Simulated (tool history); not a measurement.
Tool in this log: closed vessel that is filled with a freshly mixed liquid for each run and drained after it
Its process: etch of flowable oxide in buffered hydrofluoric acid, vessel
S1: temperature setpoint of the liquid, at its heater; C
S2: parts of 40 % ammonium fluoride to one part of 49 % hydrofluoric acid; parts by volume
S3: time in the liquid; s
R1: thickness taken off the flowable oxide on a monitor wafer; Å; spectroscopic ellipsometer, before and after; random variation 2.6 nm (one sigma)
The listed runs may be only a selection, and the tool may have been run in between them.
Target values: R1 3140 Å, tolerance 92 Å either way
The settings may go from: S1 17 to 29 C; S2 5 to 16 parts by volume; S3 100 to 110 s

run	hour	S1	S2	S3	R1
1	0	21	9.5	100	3026.9
2	3.7	21	9.5	100	3011.4
3	6	21	8.5	100	3386.2
4	14.3	21	8.5	100	3399.9
5	19.3	21	8.5	110	3789.2
6	21.6	19.5	8.5	110	3478.5
7	27	19	8.5	110	3320.1
8	32.6	18.5	8.5	110	3242.4
# hour 37.6: hydrofluoric acid flow meter replaced
9	37.6	18	8.5	110	2830.2
10	46.3	18.5	8.5	110	2842.4
11	50.5	19	8.5	110	2939.6

5 next moves are on the table. One of them brings every result within its allowed miss. Which?
A	54.7	20	8.5	110	?
B	54.7	18.5	8.5	110	?
C	54.7	21	10	110	?
D	54.7	20	8	110	?
E	54.7	17	6	100	?

move	R1
A	3152.3
B	2897.3
C	2931.4
D	3366.5
E	3411.9
A: all results land within tolerance of their targets
B: its largest miss is bigger than the last run's
C: no better and no worse than the last run
D: moves the result that the last run missed by most past its target, out the other side
E: moves the result that the last run missed by most past its target, out the other side
A meets every target.
